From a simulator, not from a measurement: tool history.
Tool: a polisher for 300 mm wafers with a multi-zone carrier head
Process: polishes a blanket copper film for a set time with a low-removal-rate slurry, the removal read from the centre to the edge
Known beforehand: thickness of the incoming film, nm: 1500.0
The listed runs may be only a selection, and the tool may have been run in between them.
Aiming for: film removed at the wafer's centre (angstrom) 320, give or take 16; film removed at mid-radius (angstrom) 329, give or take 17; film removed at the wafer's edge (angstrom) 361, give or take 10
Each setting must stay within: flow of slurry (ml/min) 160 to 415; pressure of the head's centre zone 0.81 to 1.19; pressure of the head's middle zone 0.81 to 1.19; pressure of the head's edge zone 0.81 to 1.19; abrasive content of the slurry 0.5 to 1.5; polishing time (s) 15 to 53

run	hour	flow of slurry (ml/min)	pressure of the head's centre zone	pressure of the head's middle zone	pressure of the head's edge zone	abrasive content of the slurry	polishing time (s)	film removed at the wafer's centre (angstrom)	film removed at mid-radius (angstrom)	film removed at the wafer's edge (angstrom)
1	0	265	1	1	1	1	34	407.63	408.98	431.86
2	2.4	265	0.94	1	1	1	34	389.25	411.46	425.85
3	4.6	265	0.94	0.92	1	1	34	391.38	391.55	430.92
4	12.8	265	0.94	0.85	1	1	34	383.28	354.41	429.13
5	19.9	265	0.94	0.85	1	1.1	34	393.24	359.74	428.55
6	20.6	260	0.91	0.85	0.96	1.05	33	367.33	349.96	410.11
# hour 25.3: edge zone pressure recalibrated
7	25.3	255	0.88	0.89	0.88	0.8	31	314.03	327.18	344.12
8	33.7	260	0.88	0.89	0.9	0.8	31	302.5	327.81	342.97
9	35	260	0.89	0.89	0.92	0.8	31	316.86	322.68	348.69

Which one of the following 4 next-run settings gets every result inside its allowed miss? There is exactly one.
A	36.3	160	0.95	0.96	1.06	0.8	32	?	?	?
B	36.3	280	0.89	0.94	0.87	0.8	30	?	?	?
C	36.3	310	0.91	1.01	0.92	0.5	32	?	?	?
D	36.3	260	0.82	0.86	0.96	0.75	35	?	?	?

move	film removed at the wafer's centre (angstrom)	film removed at mid-radius (angstrom)	film removed at the wafer's edge (angstrom)
A	321.85	321.69	357.15
B	312.4	324.33	325.86
C	320.61	345.1	333.74
D	328.58	344.78	391.45
A: meets every target
B: the biggest miss grows against the last run
C: the biggest miss grows against the last run
D: pushes the last run's worst result past its target
The move that meets every target is A.
